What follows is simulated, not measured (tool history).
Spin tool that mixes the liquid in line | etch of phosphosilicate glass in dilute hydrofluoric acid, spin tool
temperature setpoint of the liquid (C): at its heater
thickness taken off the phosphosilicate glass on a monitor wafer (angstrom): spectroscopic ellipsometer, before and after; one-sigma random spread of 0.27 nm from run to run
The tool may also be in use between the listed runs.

run,day,temperature setpoint of the liquid (C),parts of water to one part of 49 % hydrofluoric acid (parts by volume),time under the liquid (s),thickness taken off the phosphosilicate glass on a monitor wafer (angstrom)
1,0.000,26.0,95,50,450.47
2,0.129,28.5,95,50,494.38
3,0.175,30.0,95,50,522.70
4,0.229,31.0,95,50,537.67
5,0.600,31.0,115,50,434.27
6,0.746,32.0,105,50,501.49
7,0.871,32.5,100,50,540.28
8,1.233,33.0,95,50,585.40

Run 9, settings as shown, results not yet in. Your forecast:
9,1.317,33.5,95,50,?

thickness taken off the phosphosilicate glass on a monitor wafer (angstrom): 593.55

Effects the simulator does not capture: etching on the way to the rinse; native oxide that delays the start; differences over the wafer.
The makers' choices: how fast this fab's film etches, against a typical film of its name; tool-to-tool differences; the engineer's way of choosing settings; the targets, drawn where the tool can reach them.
